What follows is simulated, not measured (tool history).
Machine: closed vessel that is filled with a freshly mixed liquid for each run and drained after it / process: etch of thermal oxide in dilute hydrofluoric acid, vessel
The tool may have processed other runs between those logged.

run	hour	temperature setpoint of the liquid (C)	parts of water to one part of 49 % hydrofluoric acid (parts by volume)	time in the liquid (s)	thickness taken off the thermal oxide on a monitor wafer (nm)
1	0	24	220	3040	51.329
2	3.3	25.5	205	3040	58.859
3	9.5	26.5	195	3040	65.489
4	12.1	27.5	190	3040	69.737
5	17.7	28.5	185	3040	74.587
6	24.1	26	185	3040	68.207
7	30	27	180	3040	72.492
8	32.6	28	175	3040	78.36
9	39.9	28.5	170	3040	82.462
10	48.1	29	170	3040	83.634

Run 11 has not been measured yet. What should we expect?
11	49.7	29.5	170	3040	?

thickness taken off the thermal oxide on a monitor wafer (nm): 85.75
